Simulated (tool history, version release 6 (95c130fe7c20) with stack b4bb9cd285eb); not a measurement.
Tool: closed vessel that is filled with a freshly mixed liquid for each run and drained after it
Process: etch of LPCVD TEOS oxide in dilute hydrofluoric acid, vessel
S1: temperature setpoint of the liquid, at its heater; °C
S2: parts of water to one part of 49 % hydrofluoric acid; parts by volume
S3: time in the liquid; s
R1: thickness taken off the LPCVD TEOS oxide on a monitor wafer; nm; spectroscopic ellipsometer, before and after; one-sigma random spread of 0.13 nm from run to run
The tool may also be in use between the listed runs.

{"run": 1, "hour": 0.0, "S1": 25.0, "S2": 230, "S3": 55, "R1": 10.72}
{"run": 2, "hour": 4.3, "S1": 26.5, "S2": 210, "S3": 55, "R1": 12.599}
{"run": 3, "hour": 10.4, "S1": 27.5, "S2": 195, "S3": 55, "R1": 14.453}
{"run": 4, "hour": 16.9, "S1": 30.0, "S2": 195, "S3": 55, "R1": 15.818}
{"run": 5, "hour": 22.8, "S1": 30.0, "S2": 195, "S3": 35, "R1": 9.9498}
{"run": 6, "hour": 27.4, "S1": 28.0, "S2": 195, "S3": 35, "R1": 9.2608}
{"run": 7, "hour": 32.5, "S1": 29.0, "S2": 165, "S3": 35, "R1": 11.849}
{"run": 8, "hour": 36.2, "S1": 33.0, "S2": 75, "S3": 35, "R1": 33.926}
{"run": 9, "hour": 43.3, "S1": 33.0, "S2": 75, "S3": 35, "R1": 33.778}
{"run": 10, "hour": 49.4, "S1": 31.5, "S2": 75, "S3": 35, "R1": 32.029}
{"run": 11, "hour": 51.3, "S1": 30.0, "S2": 75, "S3": 35, "R1": 30.169}
{"run": 12, "hour": 56.3, "S1": 26.0, "S2": 80, "S3": 35, "R1": 24.143}

What will run 13 give?
{"run": 13, "hour": 65.4, "S1": 25.5, "S2": 80, "S3": 35, "R1": "?"}

Run 13 measured R1 23.4860 nm.
